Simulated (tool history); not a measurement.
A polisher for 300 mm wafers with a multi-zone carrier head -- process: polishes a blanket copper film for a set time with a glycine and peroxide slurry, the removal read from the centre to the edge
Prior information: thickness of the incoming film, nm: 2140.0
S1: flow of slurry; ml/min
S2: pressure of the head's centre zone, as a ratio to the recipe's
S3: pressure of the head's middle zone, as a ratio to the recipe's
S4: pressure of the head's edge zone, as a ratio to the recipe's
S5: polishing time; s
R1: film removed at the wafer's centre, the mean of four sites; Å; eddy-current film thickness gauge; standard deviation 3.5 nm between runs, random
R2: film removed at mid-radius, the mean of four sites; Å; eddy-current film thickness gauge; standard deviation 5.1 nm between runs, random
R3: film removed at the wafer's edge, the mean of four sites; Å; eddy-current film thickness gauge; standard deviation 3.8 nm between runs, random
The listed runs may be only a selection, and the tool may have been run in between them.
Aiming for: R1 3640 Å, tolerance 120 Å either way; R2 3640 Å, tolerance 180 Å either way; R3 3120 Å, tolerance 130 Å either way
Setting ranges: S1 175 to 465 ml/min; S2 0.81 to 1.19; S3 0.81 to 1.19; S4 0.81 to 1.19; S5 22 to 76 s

run,hour,S1,S2,S3,S4,S5,R1,R2,R3
1,0,295,1,1,1,49,4282.3,4414.1,4218.2
2,3.4,295,1,1,1.04,49,4253,4391.2,4344.4
3,11.2,295,1.01,1,0.99,46,4020.5,4151.3,4026.7
4,14,295,1.04,1.02,0.95,43,3966.3,3967.6,3600.3
5,17.9,290,1.04,1.02,0.92,42,3744.8,3864.9,3572.2
6,26.5,295,1.06,1.03,0.91,41,3864.5,3732.1,3386.7
7,28.9,290,1.06,1.04,0.89,40,3682.3,3587.7,3264.4
8,30.1,290,1.06,1.06,0.88,40,3707.4,3701.9,3286.9
9,32.3,290,1.06,1.07,0.87,40,3730.6,3717.1,3284.3

5 candidate next runs follow, results not yet known. Just one meets every target within its allowed miss. Identify it.
A,34.5,340,1.13,1.14,0.82,36,?,?,?
B,34.5,280,1.04,1.09,0.82,44,?,?,?
C,34.5,420,1.03,1.19,0.81,39,?,?,?
D,34.5,295,1.06,1.06,0.82,39,?,?,?
E,34.5,320,1.1,1.19,0.87,35,?,?,?

move,R1,R2,R3
A,3585,3640.3,2896.4
B,3944.7,4197.5,3487.8
C,3612,4166.9,3161.5
D,3585.7,3654,3106.6
E,3373,3651.8,2876.2
A: pushes the last run's worst result past its target
B: the biggest miss grows against the last run
C: gets the furthest-off result to its target, but another result is out of tolerance
D: hits every target within its allowed miss
E: pushes the last run's worst result past its target
So the answer is move D, the one that meets all the targets.
